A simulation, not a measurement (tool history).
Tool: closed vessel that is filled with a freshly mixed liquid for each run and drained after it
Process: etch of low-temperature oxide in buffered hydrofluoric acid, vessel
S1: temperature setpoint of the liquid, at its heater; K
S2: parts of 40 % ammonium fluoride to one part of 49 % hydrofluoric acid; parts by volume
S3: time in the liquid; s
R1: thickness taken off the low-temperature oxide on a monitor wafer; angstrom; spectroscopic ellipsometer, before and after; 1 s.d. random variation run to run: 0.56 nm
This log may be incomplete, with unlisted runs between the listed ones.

run 1 hour=0.0 | S1=294.15 S2=24.0 S3=30 | R1=494.01
run 2 hour=6.3 | S1=295.65 S2=22.5 S3=30 | R1=564.36
run 3 hour=13.1 | S1=295.65 S2=28.0 S3=30 | R1=481.30
run 4 hour=18.8 | S1=297.15 S2=25.5 S3=30 | R1=554.29
run 5 hour=25.0 | S1=298.15 S2=23.5 S3=30 | R1=628.05
run 6 hour=33.4 | S1=296.65 S2=23.5 S3=30 | R1=575.49
run 7 hour=35.5 | S1=297.65 S2=22.0 S3=30 | R1=638.44
run 8 hour=36.4 | S1=298.65 S2=21.0 S3=30 | R1=695.10
run 9 hour=45.0 | S1=299.15 S2=20.0 S3=30 | R1=743.37
run 10 hour=53.4 | S1=299.65 S2=19.5 S3=30 | R1=779.48
run 11 hour=57.0 | S1=300.15 S2=19.0 S3=30 | R1=814.70

Run 12, settings as shown, results not yet in. Your forecast:
run 12 hour=65.8 | S1=300.65 S2=18.5 S3=30 | R1=?

R1: 849.93 angstrom

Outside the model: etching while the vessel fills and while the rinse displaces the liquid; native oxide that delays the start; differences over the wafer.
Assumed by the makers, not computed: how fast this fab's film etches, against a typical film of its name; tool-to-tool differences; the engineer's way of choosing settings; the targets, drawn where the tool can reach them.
